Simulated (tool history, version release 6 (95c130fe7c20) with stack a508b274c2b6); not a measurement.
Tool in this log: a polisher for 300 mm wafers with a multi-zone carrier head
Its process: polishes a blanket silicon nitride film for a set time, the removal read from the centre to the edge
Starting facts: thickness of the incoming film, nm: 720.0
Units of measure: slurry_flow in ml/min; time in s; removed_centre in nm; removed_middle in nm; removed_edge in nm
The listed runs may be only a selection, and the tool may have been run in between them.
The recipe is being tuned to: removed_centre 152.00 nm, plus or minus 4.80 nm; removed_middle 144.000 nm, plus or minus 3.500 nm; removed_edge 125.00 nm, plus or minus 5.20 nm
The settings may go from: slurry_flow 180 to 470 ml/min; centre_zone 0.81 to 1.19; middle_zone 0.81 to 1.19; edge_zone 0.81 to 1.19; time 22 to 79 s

run	hour	slurry_flow	centre_zone	middle_zone	edge_zone	time	removed_centre	removed_middle	removed_edge
1	0.0	300	1.00	1.00	1.00	50	102.05	98.830	100.56
2	7.5	300	1.00	1.00	1.08	50	101.59	97.858	103.69
3	9.7	300	1.00	1.04	1.08	50	102.28	100.150	102.58
4	13.5	305	1.01	1.06	1.07	51	104.17	104.250	104.27
5	21.2	310	1.03	1.07	1.06	52	109.45	107.230	106.71
6	22.8	310	1.07	1.07	1.06	52	114.06	106.860	111.19
7	23.6	320	1.08	1.08	1.03	53	117.77	110.140	109.76
8	25.6	385	1.17	1.18	1.02	62	150.81	139.420	129.27
9	31.9	385	1.17	1.18	1.01	62	151.31	140.050	128.87
10	38.4	385	1.17	1.18	1.00	62	151.03	141.460	128.72
11	46.5	385	1.17	1.18	0.99	62	148.95	140.760	125.01

Consider the 4 candidate settings below. Which is the only one whose results all fall within their allowed miss of target?
A	54.6	465	1.17	1.19	0.96	62	?	?	?
B	54.6	390	1.13	1.15	1.02	60	?	?	?
C	54.6	260	1.19	1.13	1.00	64	?	?	?
D	54.6	465	1.15	1.13	1.05	61	?	?	?

move	removed_centre	removed_middle	removed_edge
A	152.10	143.820	127.11
B	140.16	134.040	125.47
C	150.65	135.550	128.57
D	147.02	136.210	130.69
A: every result within its allowed miss
B: further off than the last run
C: further off than the last run
D: further off than the last run
Go with A: it meets all targets.

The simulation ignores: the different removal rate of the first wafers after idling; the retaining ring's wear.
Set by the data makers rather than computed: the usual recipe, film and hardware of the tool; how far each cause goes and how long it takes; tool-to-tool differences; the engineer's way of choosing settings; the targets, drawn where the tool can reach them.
